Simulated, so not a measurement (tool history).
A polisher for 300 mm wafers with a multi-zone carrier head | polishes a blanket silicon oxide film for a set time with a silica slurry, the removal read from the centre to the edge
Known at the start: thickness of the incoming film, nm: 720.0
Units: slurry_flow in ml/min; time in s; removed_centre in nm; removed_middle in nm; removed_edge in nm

run 1 hour=0.0 | slurry_flow=250 centre_zone=1.00 middle_zone=1.00 edge_zone=1.00 slurry_solids=1.00 time=40 | removed_centre=116.120 removed_middle=113.260 removed_edge=113.760
run 2 hour=3.0 | slurry_flow=250 centre_zone=1.00 middle_zone=1.01 edge_zone=0.97 slurry_solids=0.95 time=40 | removed_centre=114.080 removed_middle=111.810 removed_edge=106.860
run 3 hour=11.6 | slurry_flow=245 centre_zone=0.98 middle_zone=1.01 edge_zone=0.95 slurry_solids=0.95 time=40 | removed_centre=109.190 removed_middle=111.780 removed_edge=107.000
run 4 hour=17.9 | slurry_flow=185 centre_zone=0.98 middle_zone=1.01 edge_zone=0.95 slurry_solids=0.95 time=40 | removed_centre=107.400 removed_middle=106.620 removed_edge=105.190
run 5 hour=26.3 | slurry_flow=185 centre_zone=0.98 middle_zone=1.01 edge_zone=0.95 slurry_solids=0.80 time=40 | removed_centre=97.457 removed_middle=99.825 removed_edge=98.650
run 6 hour=33.6 | slurry_flow=195 centre_zone=0.99 middle_zone=1.02 edge_zone=0.93 slurry_solids=0.80 time=40 | removed_centre=100.810 removed_middle=101.560 removed_edge=95.558
run 7 hour=39.5 | slurry_flow=200 centre_zone=0.99 middle_zone=1.03 edge_zone=0.92 slurry_solids=0.80 time=40 | removed_centre=101.910 removed_middle=101.350 removed_edge=95.714
run 8 hour=47.6 | slurry_flow=205 centre_zone=0.98 middle_zone=1.04 edge_zone=0.91 slurry_solids=0.80 time=40 | removed_centre=100.890 removed_middle=104.090 removed_edge=94.063
run 9 hour=53.5 | slurry_flow=205 centre_zone=0.98 middle_zone=1.04 edge_zone=0.90 slurry_solids=0.80 time=40 | removed_centre=98.584 removed_middle=104.210 removed_edge=94.999

The next listed run, before its measurement:
run 10 hour=56.7 | slurry_flow=205 centre_zone=0.99 middle_zone=1.04 edge_zone=0.89 slurry_solids=0.80 time=40 | removed_centre=? removed_middle=? removed_edge=?

Run 10 gave removed_centre 101.640 nm, removed_middle 103.150 nm, removed_edge 93.737 nm.
